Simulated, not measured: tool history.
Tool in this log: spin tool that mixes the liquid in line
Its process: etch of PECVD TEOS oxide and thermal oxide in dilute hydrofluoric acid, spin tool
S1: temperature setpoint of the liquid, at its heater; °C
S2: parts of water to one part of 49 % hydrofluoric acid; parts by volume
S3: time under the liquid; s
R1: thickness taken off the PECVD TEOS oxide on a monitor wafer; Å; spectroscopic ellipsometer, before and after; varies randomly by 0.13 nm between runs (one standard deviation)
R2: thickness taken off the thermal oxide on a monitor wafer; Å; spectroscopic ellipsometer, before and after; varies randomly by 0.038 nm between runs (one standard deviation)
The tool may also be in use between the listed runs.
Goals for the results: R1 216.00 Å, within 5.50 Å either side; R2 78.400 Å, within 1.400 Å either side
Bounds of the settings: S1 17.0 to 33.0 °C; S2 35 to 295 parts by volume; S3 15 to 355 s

{"run": 1, "day": 0.0, "S1": 25.0, "S2": 165, "S3": 180, "R1": 140.11, "R2": 50.885}
{"run": 2, "day": 0.242, "S1": 25.0, "S2": 145, "S3": 180, "R1": 162.72, "R2": 59.198}
{"run": 3, "day": 0.367, "S1": 23.0, "S2": 145, "S3": 180, "R1": 151.3, "R2": 54.763}
{"run": 4, "day": 0.708, "S1": 25.0, "S2": 145, "S3": 180, "R1": 162.4, "R2": 59.561}
{"run": 5, "day": 1.033, "S1": 26.5, "S2": 145, "S3": 180, "R1": 171.45, "R2": 62.174}
{"run": 6, "day": 1.304, "S1": 26.5, "S2": 145, "S3": 130, "R1": 124.58, "R2": 44.739}
{"run": 7, "day": 1.442, "S1": 28.0, "S2": 135, "S3": 130, "R1": 142.21, "R2": 51.648}
{"run": 8, "day": 1.488, "S1": 29.0, "S2": 125, "S3": 130, "R1": 160.86, "R2": 58.782}
{"run": 9, "day": 1.646, "S1": 30.0, "S2": 120, "S3": 130, "R1": 176.83, "R2": 64.045}
{"day": 1.962, "done": "thermometer replaced"}
{"run": 10, "day": 1.962, "S1": 30.5, "S2": 120, "S3": 130, "R1": 171.6, "R2": 61.763}
{"run": 11, "day": 2.112, "S1": 30.5, "S2": 120, "S3": 130, "R1": 171.6, "R2": 61.907}
{"run": 12, "day": 2.388, "S1": 31.0, "S2": 115, "S3": 130, "R1": 182.42, "R2": 66.613}
{"run": 13, "day": 2.533, "S1": 31.5, "S2": 110, "S3": 130, "R1": 196.21, "R2": 70.888}
{"run": 14, "day": 2.592, "S1": 32.0, "S2": 110, "S3": 130, "R1": 197.0, "R2": 72.596}

Of the 4 settings listed for the next run, only one would bring every result within its allowed miss of target. Which one?
{"run": "A", "day": 2.65, "S1": 32.5, "S2": 140, "S3": 165, "R1": "?", "R2": "?"}
{"run": "B", "day": 2.65, "S1": 30.5, "S2": 105, "S3": 140, "R1": "?", "R2": "?"}
{"run": "C", "day": 2.65, "S1": 29.0, "S2": 40, "S3": 45, "R1": "?", "R2": "?"}
{"run": "D", "day": 2.65, "S1": 31.5, "S2": 125, "S3": 140, "R1": "?", "R2": "?"}

move=A R1=195.58 R2=69.916
move=B R1=216.22 R2=77.293
move=C R1=189.47 R2=67.732
move=D R1=183.16 R2=65.475
A: misses by more than the last run did
B: meets every target
C: misses by more than the last run did
D: misses by more than the last run did
Answer: B

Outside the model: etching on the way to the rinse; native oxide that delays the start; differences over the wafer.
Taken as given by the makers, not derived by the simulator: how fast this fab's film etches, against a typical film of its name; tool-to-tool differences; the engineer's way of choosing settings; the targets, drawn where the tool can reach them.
